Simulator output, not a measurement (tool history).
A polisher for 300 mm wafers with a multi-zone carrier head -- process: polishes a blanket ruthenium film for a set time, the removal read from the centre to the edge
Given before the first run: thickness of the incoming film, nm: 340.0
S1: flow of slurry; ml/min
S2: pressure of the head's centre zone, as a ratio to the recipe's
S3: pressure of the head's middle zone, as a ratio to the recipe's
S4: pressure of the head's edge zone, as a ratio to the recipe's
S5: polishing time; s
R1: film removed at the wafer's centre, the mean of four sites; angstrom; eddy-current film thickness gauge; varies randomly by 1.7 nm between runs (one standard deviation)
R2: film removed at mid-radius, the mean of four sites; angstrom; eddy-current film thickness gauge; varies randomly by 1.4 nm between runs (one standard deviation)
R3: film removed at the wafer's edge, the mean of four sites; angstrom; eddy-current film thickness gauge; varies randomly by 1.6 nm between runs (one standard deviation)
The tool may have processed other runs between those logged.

run  hour   S1    S2    S3    S4   S5       R1       R2      R3
  1   0.0  145  1.00  1.00  1.00   88   993.05   976.89  1021.0
  2   6.4  160  1.03  1.04  1.03   92  1091.70  1062.20  1075.9
  3   8.3  160  1.03  1.04  1.12   92  1109.80  1091.00  1105.3
  4  13.1  160  1.03  1.04  1.12  102  1222.10  1197.30  1241.9
  5  19.5  185  1.03  1.04  1.12  102  1232.30  1210.40  1259.0
  6  25.2  185  1.03  1.04  1.04  102  1233.10  1202.30  1235.6

Estimate the outcome of run 7 from the log above:
  7  34.0  185  1.03  1.04  1.04  102   ?   ?   ?

{"run 7": {"R1": 1228.6, "R2": 1214.2, "R3": 1229.0}}
